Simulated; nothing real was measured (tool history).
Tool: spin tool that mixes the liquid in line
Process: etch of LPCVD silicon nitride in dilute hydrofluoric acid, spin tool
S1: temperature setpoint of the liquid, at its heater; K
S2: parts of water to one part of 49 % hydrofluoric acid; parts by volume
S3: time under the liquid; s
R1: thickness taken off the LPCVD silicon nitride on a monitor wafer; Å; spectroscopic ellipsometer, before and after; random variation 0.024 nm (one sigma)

run	day	S1	S2	S3	R1
1	0	298.15	95	260	14.862
2	0.225	295.15	95	260	12.514
3	0.596	291.65	95	260	9.6231
4	0.962	291.15	100	260	8.2568
5	1.25	291.15	100	260	8.4245
6	1.6	291.15	100	285	9.6533

Run 7 comes next. What will it give?
7	1.688	291.15	105	280	?

{"run 7": {"R1": 9.0563}}
